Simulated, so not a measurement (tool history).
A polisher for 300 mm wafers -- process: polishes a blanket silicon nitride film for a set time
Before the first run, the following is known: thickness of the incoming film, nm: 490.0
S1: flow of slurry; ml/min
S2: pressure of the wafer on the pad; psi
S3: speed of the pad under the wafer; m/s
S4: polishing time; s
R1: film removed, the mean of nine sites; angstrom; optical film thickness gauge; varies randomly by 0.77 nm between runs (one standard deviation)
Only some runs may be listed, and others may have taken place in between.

run  hour   S1   S2    S3  S4      R1
  1     0  305  3.5  1.08  94  1532.1
  2   7.2  255  3.5  1.08  94  1452.5
  3  11.6  255  2.8  1.08  94  1195.5
  4  18.3  255  3.4  1.08  94  1485.2
  5  19.1  290  3.4  1.08  94  1462.6
  6  26.4  290  3.1  1.04  94  1290.9

Run 7 is up next; what results do you expect?
  7  32.9  290  2.9   1  94   ?

{"run 7": {"R1": 1192.4}}

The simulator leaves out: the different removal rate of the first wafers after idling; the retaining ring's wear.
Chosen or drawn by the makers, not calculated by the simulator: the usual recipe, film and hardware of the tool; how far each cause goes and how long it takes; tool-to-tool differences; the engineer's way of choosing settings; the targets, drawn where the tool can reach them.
